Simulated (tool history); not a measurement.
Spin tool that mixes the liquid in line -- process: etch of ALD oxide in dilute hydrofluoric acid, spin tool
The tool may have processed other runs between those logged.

run	hour	temperature setpoint of the liquid (C)	parts of water to one part of 49 % hydrofluoric acid (parts by volume)	time under the liquid (s)	thickness taken off the ALD oxide on a monitor wafer (angstrom)
1	0.0	24.0	60	300	453.25
2	6.8	25.0	60	300	473.11
3	15.7	26.0	60	300	492.15
4	19.3	26.0	80	300	355.53
5	21.2	26.0	60	300	487.25
6	29.0	26.0	60	320	526.71
7	30.4	26.5	60	320	532.00

For run 8, what comes out?
8	35.3	27.0	60	320	?

{"run 8": {"thickness taken off the ALD oxide on a monitor wafer (angstrom)": 540.76}}

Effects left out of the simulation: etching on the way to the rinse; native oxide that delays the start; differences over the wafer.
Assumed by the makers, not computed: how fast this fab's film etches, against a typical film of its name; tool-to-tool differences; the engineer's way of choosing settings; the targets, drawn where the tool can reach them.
